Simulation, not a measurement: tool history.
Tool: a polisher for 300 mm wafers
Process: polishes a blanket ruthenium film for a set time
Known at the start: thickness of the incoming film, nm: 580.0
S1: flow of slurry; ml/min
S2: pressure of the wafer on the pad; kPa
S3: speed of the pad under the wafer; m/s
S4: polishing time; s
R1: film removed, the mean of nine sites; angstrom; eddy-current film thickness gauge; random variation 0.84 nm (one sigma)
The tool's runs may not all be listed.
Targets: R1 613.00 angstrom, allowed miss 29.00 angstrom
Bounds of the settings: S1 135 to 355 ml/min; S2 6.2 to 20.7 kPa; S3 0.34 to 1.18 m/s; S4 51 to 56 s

run	hour	S1	S2	S3	S4	R1
1	0.0	225	13.1	0.76	56	432.26
2	8.2	225	13.1	0.76	51	385.98
3	9.7	225	13.8	0.76	51	404.01
4	13.9	225	13.8	0.84	51	442.17
5	18.1	225	13.8	0.92	51	488.19
6	23.7	225	14.5	0.92	51	517.47
7	31.2	225	15.2	0.92	51	550.17
8	35.8	225	15.9	0.92	51	559.74

Which of these 4 next moves meets every target?
A	40.4	245	15.9	0.84	51	?
B	40.4	235	17.2	0.98	52	?
C	40.4	205	15.9	1.02	56	?
D	40.4	220	14.5	0.98	56	?

move	R1
A	524.40
B	670.69
C	679.87
D	604.25
A: further off than the last run
B: takes the result that was furthest off past its target
C: takes the result that was furthest off past its target
D: meets every target
The right move is D.
